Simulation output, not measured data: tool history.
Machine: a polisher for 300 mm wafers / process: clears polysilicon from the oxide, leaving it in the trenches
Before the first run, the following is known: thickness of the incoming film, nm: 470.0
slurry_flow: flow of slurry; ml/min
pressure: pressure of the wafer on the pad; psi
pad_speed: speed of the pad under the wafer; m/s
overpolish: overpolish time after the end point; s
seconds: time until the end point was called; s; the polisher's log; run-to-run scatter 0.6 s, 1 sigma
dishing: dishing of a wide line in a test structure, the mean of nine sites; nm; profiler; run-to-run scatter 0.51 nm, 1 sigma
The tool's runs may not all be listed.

run,hour,slurry_flow,pressure,pad_speed,overpolish,seconds,dishing
1,0.0,175,2.6,0.94,12,42.619,52.047
2,3.6,175,2.6,0.94,16,42.648,57.741
3,8.3,140,2.6,0.94,16,44.266,57.791
4,13.2,175,2.4,0.94,13,46.503,52.204
5,17.8,200,2.3,0.94,10,46.849,48.866
6,24.0,175,2.4,0.88,8,49.580,42.560
7,30.2,155,2.8,0.76,7,51.464,41.704

For run 8, what comes out?
8,32.9,140,2.7,0.80,6,?,?

For run 8 the tool returned seconds 50.723 s, dishing 35.377 nm.

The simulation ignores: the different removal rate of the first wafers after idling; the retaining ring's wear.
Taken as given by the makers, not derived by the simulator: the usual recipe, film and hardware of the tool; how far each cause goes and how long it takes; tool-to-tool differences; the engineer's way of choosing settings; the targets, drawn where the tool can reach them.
